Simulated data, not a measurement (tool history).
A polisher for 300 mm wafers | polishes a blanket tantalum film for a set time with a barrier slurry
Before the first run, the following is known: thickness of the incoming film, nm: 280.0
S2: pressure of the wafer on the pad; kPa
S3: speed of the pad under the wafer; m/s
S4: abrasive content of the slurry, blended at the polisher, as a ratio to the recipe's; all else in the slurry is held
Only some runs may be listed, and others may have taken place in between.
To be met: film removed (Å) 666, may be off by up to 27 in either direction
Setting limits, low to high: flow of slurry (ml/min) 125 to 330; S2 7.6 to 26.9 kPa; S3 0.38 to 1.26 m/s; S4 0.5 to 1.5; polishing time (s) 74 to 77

{"run": 1, "hour": 0.0, "flow of slurry (ml/min)": 210, "S2": 17.2, "S3": 0.82, "S4": 1, "polishing time (s)": 74, "film removed (Å)": 1105.1}
{"run": 2, "hour": 1.1, "flow of slurry (ml/min)": 235, "S2": 17.2, "S3": 0.82, "S4": 1, "polishing time (s)": 74, "film removed (Å)": 1098.3}
{"run": 3, "hour": 7.1, "flow of slurry (ml/min)": 235, "S2": 20, "S3": 0.82, "S4": 1, "polishing time (s)": 74, "film removed (Å)": 1293.4}
{"run": 4, "hour": 8.4, "flow of slurry (ml/min)": 235, "S2": 23.4, "S3": 0.82, "S4": 1, "polishing time (s)": 74, "film removed (Å)": 1488.6}
{"run": 5, "hour": 15.0, "flow of slurry (ml/min)": 235, "S2": 23.4, "S3": 0.82, "S4": 1.2, "polishing time (s)": 74, "film removed (Å)": 1586.1}
{"run": 6, "hour": 15.8, "flow of slurry (ml/min)": 235, "S2": 23.4, "S3": 0.66, "S4": 1.2, "polishing time (s)": 74, "film removed (Å)": 1276.5}
{"run": 7, "hour": 24.2, "flow of slurry (ml/min)": 235, "S2": 20.7, "S3": 0.66, "S4": 1.2, "polishing time (s)": 74, "film removed (Å)": 1132.4}
{"run": 8, "hour": 30.0, "flow of slurry (ml/min)": 235, "S2": 17.9, "S3": 0.66, "S4": 1.2, "polishing time (s)": 74, "film removed (Å)": 975.89}
{"run": 9, "hour": 34.3, "flow of slurry (ml/min)": 230, "S2": 13.1, "S3": 0.64, "S4": 1.2, "polishing time (s)": 74, "film removed (Å)": 698.28}

Below are 5 possible settings for the next run. Only one of them brings all results inside the allowed miss of their targets. Which is it?
{"run": "A", "hour": 38.6, "flow of slurry (ml/min)": 215, "S2": 15.9, "S3": 0.48, "S4": 1.25, "polishing time (s)": 77, "film removed (Å)": "?"}
{"run": "B", "hour": 38.6, "flow of slurry (ml/min)": 235, "S2": 13.8, "S3": 0.66, "S4": 1.25, "polishing time (s)": 74, "film removed (Å)": "?"}
{"run": "C", "hour": 38.6, "flow of slurry (ml/min)": 245, "S2": 16.5, "S3": 0.5, "S4": 0.8, "polishing time (s)": 74, "film removed (Å)": "?"}
{"run": "D", "hour": 38.6, "flow of slurry (ml/min)": 225, "S2": 11, "S3": 0.66, "S4": 1.3, "polishing time (s)": 74, "film removed (Å)": "?"}
{"run": "E", "hour": 38.6, "flow of slurry (ml/min)": 245, "S2": 15.2, "S3": 0.54, "S4": 1.2, "polishing time (s)": 77, "film removed (Å)": "?"}

move=A film_removed_(Å)=661.48
move=B film_removed_(Å)=762.04
move=C film_removed_(Å)=604.57
move=D film_removed_(Å)=618.19
move=E film_removed_(Å)=712.81
A: every result lands within tolerance
B: further off than the last run
C: takes the result that was furthest off past its target
D: takes the result that was furthest off past its target
E: further off than the last run
Correct choice: A, which meets every target
